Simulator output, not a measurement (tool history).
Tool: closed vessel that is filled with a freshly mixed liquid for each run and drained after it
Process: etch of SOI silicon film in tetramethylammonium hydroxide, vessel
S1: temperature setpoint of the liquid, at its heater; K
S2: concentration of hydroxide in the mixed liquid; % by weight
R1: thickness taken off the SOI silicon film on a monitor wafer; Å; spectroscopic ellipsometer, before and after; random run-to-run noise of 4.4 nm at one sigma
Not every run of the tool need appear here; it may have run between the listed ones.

Run 1, hour 0.0: S1 346.15 K, S2 18.5 % by weight, time in the liquid (s) 100. Result: R1 6160.0 Å.
Run 2, hour 5.8: S1 345.65 K, S2 18.5 % by weight, time in the liquid (s) 100. Result: R1 6049.8 Å.
Run 3, hour 7.6: S1 345.65 K, S2 18.5 % by weight, time in the liquid (s) 100. Result: R1 6015.6 Å.
Run 4, hour 8.7: S1 345.65 K, S2 20.0 % by weight, time in the liquid (s) 100. Result: R1 5848.4 Å.
Run 5, hour 10.0: S1 345.65 K, S2 23.0 % by weight, time in the liquid (s) 100. Result: R1 5316.4 Å.
Run 6, hour 17.6: S1 350.65 K, S2 23.0 % by weight, time in the liquid (s) 100. Result: R1 6989.7 Å.

Run 7, settings as shown, results not yet in. Your forecast:
Run 7, hour 20.5: S1 350.15 K, S2 23.0 % by weight, time in the liquid (s) 100. Result: R1 ?.

{"run 7": {"R1": 6834.8}}

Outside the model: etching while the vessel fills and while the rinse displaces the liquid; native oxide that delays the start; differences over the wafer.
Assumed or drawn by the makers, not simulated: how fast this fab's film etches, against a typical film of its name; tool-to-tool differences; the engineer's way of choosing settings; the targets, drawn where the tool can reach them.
